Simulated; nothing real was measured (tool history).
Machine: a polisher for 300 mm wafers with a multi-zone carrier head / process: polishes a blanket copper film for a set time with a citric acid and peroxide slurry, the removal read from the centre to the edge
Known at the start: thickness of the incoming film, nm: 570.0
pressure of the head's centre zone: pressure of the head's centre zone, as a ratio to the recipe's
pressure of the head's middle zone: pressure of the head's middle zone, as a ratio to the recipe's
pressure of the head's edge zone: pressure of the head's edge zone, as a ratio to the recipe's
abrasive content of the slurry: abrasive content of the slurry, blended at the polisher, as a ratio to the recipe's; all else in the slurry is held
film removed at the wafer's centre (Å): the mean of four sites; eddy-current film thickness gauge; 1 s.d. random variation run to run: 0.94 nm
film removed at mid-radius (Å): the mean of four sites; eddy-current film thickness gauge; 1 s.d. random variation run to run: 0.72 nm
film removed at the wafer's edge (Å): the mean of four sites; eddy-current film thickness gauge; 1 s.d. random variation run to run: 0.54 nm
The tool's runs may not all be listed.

run	hour	flow of slurry (ml/min)	pressure of the head's centre zone	pressure of the head's middle zone	pressure of the head's edge zone	abrasive content of the slurry	polishing time (s)	film removed at the wafer's centre (Å)	film removed at mid-radius (Å)	film removed at the wafer's edge (Å)
1	0.0	150	1.00	1.00	1.00	1.00	51	992.07	981.62	998.62
2	3.8	150	1.00	1.00	1.00	0.90	51	980.95	951.67	987.36
3	10.5	150	1.01	1.00	0.97	0.85	49	915.10	919.59	927.44
4	18.6	150	1.04	0.99	0.95	0.80	47	912.50	843.81	842.74
5	23.2	145	1.04	0.98	0.93	0.75	46	866.37	803.75	808.23
6	26.0	145	1.08	0.98	0.93	0.75	46	910.84	807.14	810.21
7	27.4	140	1.07	0.97	0.91	0.70	46	873.71	774.01	796.07
8	34.7	140	1.07	0.97	0.90	0.65	45	837.10	737.55	750.42
9	35.7	135	1.07	0.97	0.89	0.65	45	828.55	732.06	751.63
10	40.3	135	1.07	0.97	0.88	0.60	45	805.24	704.83	721.79

For run 11, what comes out?
11	47.1	130	1.07	0.97	0.87	0.60	45	?	?	?

{"run 11": {"film removed at the wafer's centre (Å)": 811.36, "film removed at mid-radius (Å)": 727.23, "film removed at the wafer's edge (Å)": 718.69}}

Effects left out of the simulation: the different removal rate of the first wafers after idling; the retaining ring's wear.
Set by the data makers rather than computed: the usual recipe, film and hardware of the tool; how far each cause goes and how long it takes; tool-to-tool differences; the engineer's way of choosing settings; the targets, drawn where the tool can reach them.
